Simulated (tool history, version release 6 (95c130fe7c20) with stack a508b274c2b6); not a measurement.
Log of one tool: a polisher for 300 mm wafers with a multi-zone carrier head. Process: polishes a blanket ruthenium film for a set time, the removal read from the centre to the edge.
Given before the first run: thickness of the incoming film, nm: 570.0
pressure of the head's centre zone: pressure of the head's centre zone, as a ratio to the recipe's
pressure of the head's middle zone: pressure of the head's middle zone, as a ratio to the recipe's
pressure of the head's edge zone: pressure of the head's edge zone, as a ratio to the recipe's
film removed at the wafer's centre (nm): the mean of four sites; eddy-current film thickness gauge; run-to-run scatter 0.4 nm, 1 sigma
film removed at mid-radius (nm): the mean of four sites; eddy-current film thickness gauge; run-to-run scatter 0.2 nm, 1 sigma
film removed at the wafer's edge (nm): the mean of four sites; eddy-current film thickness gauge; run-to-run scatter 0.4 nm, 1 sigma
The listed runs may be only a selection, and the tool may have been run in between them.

| run | hour | flow of slurry (ml/min) | pressure of the head's centre zone | pressure of the head's middle zone | pressure of the head's edge zone | polishing time (s) | film removed at the wafer's centre (nm) | film removed at mid-radius (nm) | film removed at the wafer's edge (nm) |
|---|---|---|---|---|---|---|---|---|---|
| 1 | 0.0 | 290 | 1.00 | 1.00 | 1.00 | 51 | 38.421 | 38.800 | 37.882 |
| 2 | 4.2 | 290 | 1.00 | 1.07 | 1.00 | 51 | 37.914 | 40.584 | 38.341 |
| 3 | 6.6 | 285 | 0.98 | 1.04 | 1.00 | 51 | 38.292 | 39.679 | 38.451 |
| 4 | 11.0 | 290 | 0.97 | 1.03 | 1.01 | 50 | 37.557 | 39.014 | 38.518 |
| 5 | 14.9 | 290 | 0.97 | 1.11 | 1.01 | 50 | 36.775 | 41.064 | 38.708 |
| 6 | 20.4 | 290 | 0.97 | 1.11 | 1.01 | 39 | 28.903 | 32.154 | 29.416 |
| 7 | 26.5 | 290 | 0.97 | 1.10 | 1.03 | 39 | 28.797 | 31.730 | 29.390 |

Run 8 has not been measured yet. What should we expect?
| 8 | 27.3 | 290 | 0.97 | 1.09 | 1.04 | 39 | ? | ? | ? |

Run 8 gave film removed at the wafer's centre (nm) 28.387, film removed at mid-radius (nm) 31.547, film removed at the wafer's edge (nm) 30.103.
